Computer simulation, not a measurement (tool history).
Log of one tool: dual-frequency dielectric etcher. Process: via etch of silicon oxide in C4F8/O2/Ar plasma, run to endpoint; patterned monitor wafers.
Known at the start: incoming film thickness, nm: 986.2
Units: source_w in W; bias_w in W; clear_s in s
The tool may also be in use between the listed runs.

run	hour	source_w	bias_w	clear_s
1	0.0	1550	1633	228.38
2	4.5	1550	1861	219.97
3	10.9	1550	2092	213.12
4	13.9	1390	1810	236.37
5	16.9	1610	1810	217.10
6	24.0	1440	1694	234.50
7	32.5	1310	1575	253.92
8	35.6	1220	1549	266.96

The next listed run, before its measurement:
# hour 39.1: source power generator calibrated
9	39.1	1150	1545	?

Run 9 gave clear_s 280.64 s.

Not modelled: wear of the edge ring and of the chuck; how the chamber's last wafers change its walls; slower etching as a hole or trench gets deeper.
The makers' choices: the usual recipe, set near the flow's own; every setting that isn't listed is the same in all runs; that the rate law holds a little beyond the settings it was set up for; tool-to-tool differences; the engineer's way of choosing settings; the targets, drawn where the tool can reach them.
